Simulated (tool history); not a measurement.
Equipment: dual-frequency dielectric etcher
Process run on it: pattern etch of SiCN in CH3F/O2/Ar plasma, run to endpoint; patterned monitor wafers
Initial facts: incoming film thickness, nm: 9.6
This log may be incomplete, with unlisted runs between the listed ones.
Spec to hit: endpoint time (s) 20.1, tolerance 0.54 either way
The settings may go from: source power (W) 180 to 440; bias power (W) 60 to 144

| run | hour | source power (W) | bias power (W) | endpoint time (s) |
|---|---|---|---|---|
| 1 | 0 | 310 | 102 | 23.841 |
| 2 | 8.9 | 320 | 104 | 22.911 |
| 3 | 14.7 | 330 | 105 | 23.15 |
| 4 | 21.1 | 340 | 109 | 21.775 |
| 5 | 27.2 | 320 | 109 | 22.94 |
| 6 | 34.6 | 330 | 110 | 21.864 |
| 7 | 36.5 | 340 | 110 | 21.914 |
| 8 | 42.4 | 350 | 111 | 21.527 |
| 9 | 50.9 | 400 | 116 | 19.24 |
| 10 | 58.4 | 400 | 116 | 19.513 |
|  | 60.4 | wet clean of the chamber |
| 11 | 60.4 | 390 | 115 | 18.617 |
| 12 | 66.2 | 370 | 114 | 19.56 |

4 next moves are on the table. One of them brings every result within its allowed miss. Which?
| A | 72 | 360 | 102 | ? |
| B | 72 | 340 | 128 | ? |
| C | 72 | 350 | 126 | ? |
| D | 72 | 350 | 114 | ? |

| move | endpoint time (s) |
|---|---|
| A | 21.155 |
| B | 19.022 |
| C | 18.933 |
| D | 20.064 |
A: moves the result that the last run missed by most past its target, out the other side
B: lands further from the targets than the last run did
C: lands further from the targets than the last run did
D: every result lands within tolerance
Move D is the one to make.
